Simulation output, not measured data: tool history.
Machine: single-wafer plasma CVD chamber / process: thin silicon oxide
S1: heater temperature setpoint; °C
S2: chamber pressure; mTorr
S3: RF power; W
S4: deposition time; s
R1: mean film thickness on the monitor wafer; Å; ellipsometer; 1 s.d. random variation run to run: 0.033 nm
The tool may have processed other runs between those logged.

run	hour	S1	S2	S3	S4	R1
1	0	385	865	360	8.48	194.21
2	7.8	385	865	315	8.48	181.25
3	12.6	385	865	285	8.48	172.42
4	13.6	385	835	285	8.48	167.08
5	16.3	385	835	285	8.48	166.42
6	20.4	390	835	285	8.48	166.24
7	27.1	390	810	285	8.48	160.59
8	35.3	390	790	285	8.48	156.84
9	39.8	390	773	285	8.48	152.95
# hour 47.5: thermocouple changed; heater temperature recalibrated
10	47.5	390	759	285	8.48	150.71
11	54.3	390	746	285	8.48	148.3

For run 12, what comes out?
12	56.5	390	609	280	8.48	?

R1: 116.21 Å
